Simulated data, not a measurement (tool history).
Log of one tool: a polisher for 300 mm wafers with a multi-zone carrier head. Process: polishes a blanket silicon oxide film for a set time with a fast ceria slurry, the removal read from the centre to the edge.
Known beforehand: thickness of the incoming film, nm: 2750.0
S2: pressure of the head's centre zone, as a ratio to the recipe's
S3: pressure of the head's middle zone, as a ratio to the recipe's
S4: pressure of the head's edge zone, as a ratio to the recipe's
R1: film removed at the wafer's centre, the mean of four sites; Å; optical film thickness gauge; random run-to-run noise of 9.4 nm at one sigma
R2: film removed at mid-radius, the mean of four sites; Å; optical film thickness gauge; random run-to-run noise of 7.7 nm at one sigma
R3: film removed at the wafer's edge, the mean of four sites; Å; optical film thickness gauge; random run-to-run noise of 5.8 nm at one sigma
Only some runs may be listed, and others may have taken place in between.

run 1 hour=0.0 | flow_of_slurry_(ml/min)=195 S2=1.00 S3=1.00 S4=1.00 polishing_time_(s)=38 | R1=5328.7 R2=5446.8 R3=5294.8
run 2 hour=3.3 | flow_of_slurry_(ml/min)=205 S2=1.00 S3=1.04 S4=1.02 polishing_time_(s)=39 | R1=5503.0 R2=5827.6 R3=5410.1
run 3 hour=11.9 | flow_of_slurry_(ml/min)=205 S2=1.04 S3=1.04 S4=1.02 polishing_time_(s)=39 | R1=5860.8 R2=5805.9 R3=5458.9
run 4 hour=20.6 | flow_of_slurry_(ml/min)=205 S2=1.04 S3=0.99 S4=1.02 polishing_time_(s)=39 | R1=5743.6 R2=5640.3 R3=5388.1
run 5 hour=24.2 | flow_of_slurry_(ml/min)=210 S2=1.02 S3=1.02 S4=1.03 polishing_time_(s)=41 | R1=5863.7 R2=6053.3 R3=5739.0
run 6 hour=25.6 | flow_of_slurry_(ml/min)=210 S2=1.10 S3=1.02 S4=1.03 polishing_time_(s)=41 | R1=6403.5 R2=6132.6 R3=5771.7
run 7 hour=33.6 | flow_of_slurry_(ml/min)=215 S2=1.08 S3=1.05 S4=1.05 polishing_time_(s)=42 | R1=6420.4 R2=6360.2 R3=5971.5
run 8 hour=36.9 | flow_of_slurry_(ml/min)=220 S2=1.06 S3=1.08 S4=1.06 polishing_time_(s)=43 | R1=6412.3 R2=6699.0 R3=6150.7
run 9 hour=43.6 | flow_of_slurry_(ml/min)=225 S2=1.06 S3=1.10 S4=1.07 polishing_time_(s)=44 | R1=6783.8 R2=7075.1 R3=6397.2
run 10 hour=51.5 | flow_of_slurry_(ml/min)=230 S2=1.05 S3=1.12 S4=1.08 polishing_time_(s)=44 | R1=6819.1 R2=7150.6 R3=6433.3
run 11 hour=55.8 | flow_of_slurry_(ml/min)=235 S2=1.03 S3=1.13 S4=1.09 polishing_time_(s)=44 | R1=6584.6 R2=7205.4 R3=6412.8
run 12 hour=59.3 | flow_of_slurry_(ml/min)=240 S2=1.02 S3=1.14 S4=1.10 polishing_time_(s)=44 | R1=6549.4 R2=7338.7 R3=6451.7
run 13 hour=64.9 | flow_of_slurry_(ml/min)=245 S2=1.02 S3=1.15 S4=1.11 polishing_time_(s)=44 | R1=6535.7 R2=7484.6 R3=6547.7

Run 14 has not been measured yet. What should we expect?
run 14 hour=67.5 | flow_of_slurry_(ml/min)=250 S2=1.02 S3=1.15 S4=1.12 polishing_time_(s)=44 | R1=? R2=? R3=?

R1: 6529.1 Å
R2: 7262.7 Å
R3: 6482.1 Å
